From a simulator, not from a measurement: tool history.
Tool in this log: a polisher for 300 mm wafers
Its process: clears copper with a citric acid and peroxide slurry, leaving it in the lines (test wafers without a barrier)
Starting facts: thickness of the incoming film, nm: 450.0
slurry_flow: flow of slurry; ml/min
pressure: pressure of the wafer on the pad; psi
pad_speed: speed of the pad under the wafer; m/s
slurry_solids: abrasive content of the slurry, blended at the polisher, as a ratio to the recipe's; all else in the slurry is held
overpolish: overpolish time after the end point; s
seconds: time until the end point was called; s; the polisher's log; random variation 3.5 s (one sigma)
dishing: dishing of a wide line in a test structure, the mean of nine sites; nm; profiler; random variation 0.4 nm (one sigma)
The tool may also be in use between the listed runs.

run	day	slurry_flow	pressure	pad_speed	slurry_solids	overpolish	seconds	dishing
1	0	315	3.8	1.36	1	14	133.29	31.393
2	0.046	315	3.2	1.34	1	16	158.28	29.57
3	0.117	315	2.8	1.32	1	17	179.72	27.741
4	0.325	315	2.5	1.3	1	18	207.55	26.193
5	0.638	315	1.7	1.3	1	18	298.22	19.155
6	0.783	315	1.7	1.3	0.8	18	306.04	18.648
7	1.004	315	1.7	1.3	0.8	18	304.22	18.573

Predict the results of run 8:
8	1.204	315	1.8	1.3	0.8	19	?	?

seconds: 289.17 s
dishing: 20.49 nm
